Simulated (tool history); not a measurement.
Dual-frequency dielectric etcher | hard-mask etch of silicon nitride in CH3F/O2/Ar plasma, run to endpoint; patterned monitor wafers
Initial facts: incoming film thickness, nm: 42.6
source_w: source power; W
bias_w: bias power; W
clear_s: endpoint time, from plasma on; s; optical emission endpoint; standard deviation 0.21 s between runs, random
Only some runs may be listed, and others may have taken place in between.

Run 1, hour 0.0: source_w 370 W, bias_w 75 W. Result: clear_s 59.603 s.
Run 2, hour 5.4: source_w 370 W, bias_w 67 W. Result: clear_s 61.848 s.
Run 3, hour 12.0: source_w 330 W, bias_w 67 W. Result: clear_s 63.762 s.
Run 4, hour 14.6: source_w 380 W, bias_w 67 W. Result: clear_s 61.229 s.
Run 5, hour 17.8: source_w 350 W, bias_w 67 W. Result: clear_s 62.932 s.
Run 6, hour 22.8: source_w 370 W, bias_w 68 W. Result: clear_s 61.387 s.
Run 7, hour 23.4: source_w 390 W, bias_w 69 W. Result: clear_s 60.282 s.
Run 8, hour 32.3: source_w 400 W, bias_w 70 W. Result: clear_s 59.740 s.
Run 9, hour 34.8: source_w 410 W, bias_w 72 W. Result: clear_s 58.431 s.
Run 10, hour 35.4: source_w 420 W, bias_w 73 W. Result: clear_s 57.751 s.

What will run 11 give?
Run 11, hour 40.8: source_w 430 W, bias_w 74 W. Result: clear_s ?.

clear_s: 56.839 s

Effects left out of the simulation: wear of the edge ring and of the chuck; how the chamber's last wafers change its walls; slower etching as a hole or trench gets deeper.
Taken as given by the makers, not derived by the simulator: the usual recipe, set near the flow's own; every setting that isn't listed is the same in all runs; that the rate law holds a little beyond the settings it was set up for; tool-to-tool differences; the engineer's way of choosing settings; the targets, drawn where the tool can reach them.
